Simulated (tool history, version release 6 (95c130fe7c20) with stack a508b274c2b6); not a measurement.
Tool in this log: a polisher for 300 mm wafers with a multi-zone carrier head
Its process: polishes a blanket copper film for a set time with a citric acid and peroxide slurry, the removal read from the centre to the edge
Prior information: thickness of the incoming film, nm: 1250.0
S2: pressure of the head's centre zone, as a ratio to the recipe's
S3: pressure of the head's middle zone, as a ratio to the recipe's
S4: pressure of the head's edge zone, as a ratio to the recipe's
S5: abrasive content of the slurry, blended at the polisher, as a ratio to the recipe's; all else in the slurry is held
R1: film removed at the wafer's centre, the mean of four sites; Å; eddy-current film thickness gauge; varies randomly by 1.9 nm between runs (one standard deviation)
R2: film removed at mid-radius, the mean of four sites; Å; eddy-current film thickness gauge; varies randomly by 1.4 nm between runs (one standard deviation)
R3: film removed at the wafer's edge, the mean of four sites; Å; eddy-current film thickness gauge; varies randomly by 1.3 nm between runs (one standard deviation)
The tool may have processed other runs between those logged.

Run 1, hour 0.0: flow of slurry (ml/min) 275, S2 1.00, S3 1.00, S4 1.00, S5 1.00, polishing time (s) 46. Result: R1 1119.2 Å, R2 1134.3 Å, R3 1198.3 Å.
Run 2, hour 5.3: flow of slurry (ml/min) 285, S2 1.02, S3 1.02, S4 1.04, S5 1.15, polishing time (s) 48. Result: R1 1240.0 Å, R2 1263.3 Å, R3 1367.5 Å.
Run 3, hour 8.7: flow of slurry (ml/min) 300, S2 1.06, S3 1.05, S4 1.06, S5 1.25, polishing time (s) 49. Result: R1 1407.0 Å, R2 1366.1 Å, R3 1409.1 Å.
Run 4, hour 15.9: flow of slurry (ml/min) 305, S2 1.06, S3 1.06, S4 1.09, S5 1.30, polishing time (s) 50. Result: R1 1436.5 Å, R2 1415.1 Å, R3 1495.4 Å.
Run 5, hour 16.7: flow of slurry (ml/min) 310, S2 1.07, S3 1.07, S4 1.11, S5 1.35, polishing time (s) 51. Result: R1 1534.8 Å, R2 1477.2 Å, R3 1544.7 Å.
Run 6, hour 19.9: flow of slurry (ml/min) 315, S2 1.07, S3 1.08, S4 1.13, S5 1.40, polishing time (s) 52. Result: R1 1550.8 Å, R2 1546.9 Å, R3 1624.8 Å.
Run 7, hour 27.4: flow of slurry (ml/min) 320, S2 1.08, S3 1.08, S4 1.14, S5 1.45, polishing time (s) 52. Result: R1 1586.6 Å, R2 1567.3 Å, R3 1647.2 Å.
Run 8, hour 35.0: flow of slurry (ml/min) 325, S2 1.09, S3 1.08, S4 1.15, S5 1.45, polishing time (s) 53. Result: R1 1605.0 Å, R2 1611.0 Å, R3 1687.6 Å.
Run 9, hour 39.5: flow of slurry (ml/min) 325, S2 1.10, S3 1.08, S4 1.16, S5 1.45, polishing time (s) 53. Result: R1 1623.2 Å, R2 1587.1 Å, R3 1673.3 Å.
Run 10, hour 47.7: flow of slurry (ml/min) 325, S2 1.10, S3 1.08, S4 1.17, S5 1.45, polishing time (s) 54. Result: R1 1641.6 Å, R2 1604.9 Å, R3 1742.3 Å.
Run 11, hour 50.6: flow of slurry (ml/min) 330, S2 1.11, S3 1.09, S4 1.17, S5 1.45, polishing time (s) 54. Result: R1 1678.7 Å, R2 1637.6 Å, R3 1711.3 Å.
Run 12, hour 58.1: flow of slurry (ml/min) 335, S2 1.11, S3 1.09, S4 1.17, S5 1.45, polishing time (s) 54. Result: R1 1735.4 Å, R2 1631.7 Å, R3 1723.9 Å.

Run 13 is up next; what results do you expect?
Run 13, hour 60.1: flow of slurry (ml/min) 340, S2 1.11, S3 1.09, S4 1.17, S5 1.45, polishing time (s) 54. Result: R1 ?, R2 ?, R3 ?.

{"run 13": {"R1": 1705.8, "R2": 1663.2, "R3": 1734.2}}
